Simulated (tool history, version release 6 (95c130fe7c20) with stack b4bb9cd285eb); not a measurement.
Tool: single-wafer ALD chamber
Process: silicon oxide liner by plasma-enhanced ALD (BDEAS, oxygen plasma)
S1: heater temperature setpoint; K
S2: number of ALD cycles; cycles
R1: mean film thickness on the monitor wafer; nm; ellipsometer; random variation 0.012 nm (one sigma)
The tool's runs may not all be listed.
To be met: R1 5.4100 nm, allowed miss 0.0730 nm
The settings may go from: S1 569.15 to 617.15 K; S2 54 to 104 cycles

| run | day | S1 | S2 | R1 |
|---|---|---|---|---|
| 1 | 0.000 | 593.15 | 79 | 6.7948 |
| 2 | 0.067 | 588.15 | 79 | 6.8556 |
| 3 | 0.271 | 591.15 | 73 | 6.3155 |
| 4 | 0.558 | 586.15 | 73 | 6.3922 |
| 5 | 0.871 | 586.15 | 84 | 7.3437 |
| 6 | 1.125 | 586.15 | 89 | 7.7472 |
| 7 | 1.488 | 590.15 | 80 | 6.9115 |
| 8 | 1.675 | 593.15 | 74 | 6.3625 |
| 9 | 1.988 | 597.15 | 71 | 6.0759 |
| 10 | 2.271 | 600.15 | 69 | 5.8797 |
| 11 | 2.508 | 609.15 | 62 | 5.2078 |
| 12 | 2.588 | 606.15 | 62 | 5.2249 |
| 13 | 2.629 | 604.15 | 62 | 5.2484 |
| 14 | 2.671 | 602.15 | 62 | 5.2768 |
| 15 | 2.842 | 602.15 | 62 | 5.2552 |
| 16 | 2.938 | 600.15 | 62 | 5.2850 |
| 17 | 3.067 | 599.15 | 62 | 5.2667 |

Which of these 4 next moves meets every target?
| A | 3.196 | 610.15 | 67 | ? |
| B | 3.196 | 603.15 | 66 | ? |
| C | 3.196 | 614.15 | 61 | ? |
| D | 3.196 | 605.15 | 64 | ? |

| move | R1 |
|---|---|
| A | 5.6152 |
| B | 5.5967 |
| C | 5.0779 |
| D | 5.4090 |
A: takes the result that was furthest off past its target
B: takes the result that was furthest off past its target
C: further off than the last run
D: meets every target
Move D is the one to make.
